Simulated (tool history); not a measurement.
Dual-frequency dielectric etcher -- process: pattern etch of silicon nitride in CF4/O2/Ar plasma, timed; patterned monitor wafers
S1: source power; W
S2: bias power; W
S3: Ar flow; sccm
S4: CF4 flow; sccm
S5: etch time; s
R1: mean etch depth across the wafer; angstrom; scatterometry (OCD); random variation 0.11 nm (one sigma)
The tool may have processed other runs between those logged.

run  hour   S1  S2   S3   S4  S5      R1
  1     0  490  55  106  110  10     201
  2   3.2  490  46  106  110  10  185.71
  3   6.1  530  46  106  110  10   200.9
  4   7.3  530  46  106  110  10  200.07
  5  16.3  530  46  122  110  10  198.48
  6  21.4  560  46  122  110  10  209.82
  7  22.5  580  46  122  110  10  215.59
  8  23.9  580  46  122  110  10  213.69
  9  28.8  600  46  122  110  10  221.39
 10  37.2  610  46  122  110  10  224.23

Run 11 is up next; what results do you expect?
 11  42.8  620  46  122  110  10   ?

R1: 228.19 angstrom
